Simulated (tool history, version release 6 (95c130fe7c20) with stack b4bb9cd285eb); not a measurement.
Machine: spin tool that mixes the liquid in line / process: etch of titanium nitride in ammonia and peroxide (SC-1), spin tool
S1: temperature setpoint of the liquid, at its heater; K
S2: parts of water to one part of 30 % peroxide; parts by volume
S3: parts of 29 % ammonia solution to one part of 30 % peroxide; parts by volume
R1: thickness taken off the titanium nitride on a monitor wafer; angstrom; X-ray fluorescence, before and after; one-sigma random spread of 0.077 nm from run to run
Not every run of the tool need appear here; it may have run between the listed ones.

{"run": 1, "hour": 0.0, "S1": 319.15, "S2": 29.0, "S3": 0.6, "time under the liquid (s)": 285, "R1": 55.444}
{"run": 2, "hour": 2.3, "S1": 321.15, "S2": 29.0, "S3": 0.6, "time under the liquid (s)": 285, "R1": 64.96}
{"run": 3, "hour": 7.3, "S1": 322.65, "S2": 29.0, "S3": 0.6, "time under the liquid (s)": 285, "R1": 71.396}
{"run": 4, "hour": 8.7, "S1": 322.65, "S2": 35.5, "S3": 0.6, "time under the liquid (s)": 285, "R1": 63.445}
{"run": 5, "hour": 15.6, "S1": 324.15, "S2": 35.5, "S3": 0.6, "time under the liquid (s)": 285, "R1": 72.359}
{"run": 6, "hour": 23.8, "S1": 324.15, "S2": 35.5, "S3": 0.6, "time under the liquid (s)": 305, "R1": 75.632}
{"run": 7, "hour": 27.1, "S1": 325.15, "S2": 35.5, "S3": 0.6, "time under the liquid (s)": 305, "R1": 81.431}
{"run": 8, "hour": 33.8, "S1": 325.65, "S2": 35.5, "S3": 0.6, "time under the liquid (s)": 305, "R1": 85.566}

Run 9 comes next. What will it give?
{"run": 9, "hour": 42.3, "S1": 326.15, "S2": 35.5, "S3": 0.6, "time under the liquid (s)": 305, "R1": "?"}

Logged for run 9: R1 87.128 angstrom.
